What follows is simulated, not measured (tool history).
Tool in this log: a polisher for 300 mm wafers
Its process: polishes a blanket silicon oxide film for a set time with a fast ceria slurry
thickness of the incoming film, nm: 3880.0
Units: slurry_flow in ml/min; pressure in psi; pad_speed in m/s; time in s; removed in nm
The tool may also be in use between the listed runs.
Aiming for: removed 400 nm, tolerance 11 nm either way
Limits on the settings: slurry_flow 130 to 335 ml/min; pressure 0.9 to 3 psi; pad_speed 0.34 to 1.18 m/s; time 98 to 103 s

| run | hour | slurry_flow | pressure | pad_speed | time | removed |
|---|---|---|---|---|---|---|
| 1 | 0 | 215 | 1.9 | 0.76 | 98 | 635 |
| 2 | 7.8 | 215 | 2.3 | 0.76 | 98 | 732.8 |
| 3 | 11.6 | 215 | 2.3 | 0.86 | 98 | 826.62 |
| 4 | 19 | 210 | 1.8 | 0.82 | 98 | 653.41 |
| 5 | 26.5 | 210 | 1.8 | 1 | 98 | 795 |
| 6 | 34.5 | 210 | 1.8 | 1 | 98 | 801.08 |
| 7 | 37.3 | 190 | 1.2 | 0.82 | 98 | 492.83 |
| 8 | 46.2 | 185 | 1.1 | 0.8 | 98 | 453.51 |
| 9 | 54.6 | 180 | 1 | 0.8 | 98 | 425.97 |

Consider the 4 candidate settings below. Which is the only one whose results all fall within their allowed miss of target?
| A | 63 | 175 | 0.9 | 0.78 | 99 | ? |
| B | 63 | 155 | 1.6 | 0.66 | 100 | ? |
| C | 63 | 130 | 1 | 0.86 | 98 | ? |
| D | 63 | 195 | 0.9 | 0.84 | 100 | ? |

| move | removed |
|---|---|
| A | 398.53 |
| B | 484.21 |
| C | 441.62 |
| D | 438.49 |
A: each result inside its tolerance
B: lands further from the targets than the last run did
C: lands further from the targets than the last run did
D: lands further from the targets than the last run did
Answer: A
